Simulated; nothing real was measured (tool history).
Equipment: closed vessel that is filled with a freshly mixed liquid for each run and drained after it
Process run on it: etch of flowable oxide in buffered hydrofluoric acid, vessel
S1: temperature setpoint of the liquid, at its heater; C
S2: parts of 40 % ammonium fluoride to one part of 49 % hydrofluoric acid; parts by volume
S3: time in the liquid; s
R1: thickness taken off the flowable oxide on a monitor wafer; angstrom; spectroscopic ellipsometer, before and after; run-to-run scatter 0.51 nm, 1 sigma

Run 1, hour 0: S1 20 C, S2 22.5 parts by volume, S3 105 s. Result: R1 2104.1 angstrom.
Run 2, hour 5.1: S1 19.5 C, S2 23 parts by volume, S3 105 s. Result: R1 2010.2 angstrom.
Run 3, hour 6.6: S1 19 C, S2 23.5 parts by volume, S3 105 s. Result: R1 1933.1 angstrom.
Run 4, hour 9.7: S1 19 C, S2 27.5 parts by volume, S3 105 s. Result: R1 1748 angstrom.
Run 5, hour 18.8: S1 18 C, S2 27.5 parts by volume, S3 105 s. Result: R1 1654.7 angstrom.
Run 6, hour 28.1: S1 18 C, S2 27.5 parts by volume, S3 110 s. Result: R1 1719.3 angstrom.

What will run 7 give?
Run 7, hour 32.5: S1 18 C, S2 27.5 parts by volume, S3 110 s. Result: R1 ?.

R1: 1718.7 angstrom
